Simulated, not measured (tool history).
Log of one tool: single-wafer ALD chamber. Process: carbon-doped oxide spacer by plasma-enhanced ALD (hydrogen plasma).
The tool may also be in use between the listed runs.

run,hour,heater temperature setpoint (deg C),number of ALD cycles (cycles),mean film thickness on the monitor wafer (Å)
1,0.0,410,513,263.30
2,1.5,412,480,244.07
3,3.6,414,457,231.02
4,9.4,416,439,219.10
5,15.2,407,439,225.02
6,22.8,402,439,229.64
7,23.7,404,423,221.61
8,27.6,406,410,212.21

Run 9 comes next. What will it give?
9,30.5,408,401,?

mean film thickness on the monitor wafer (Å): 205.21
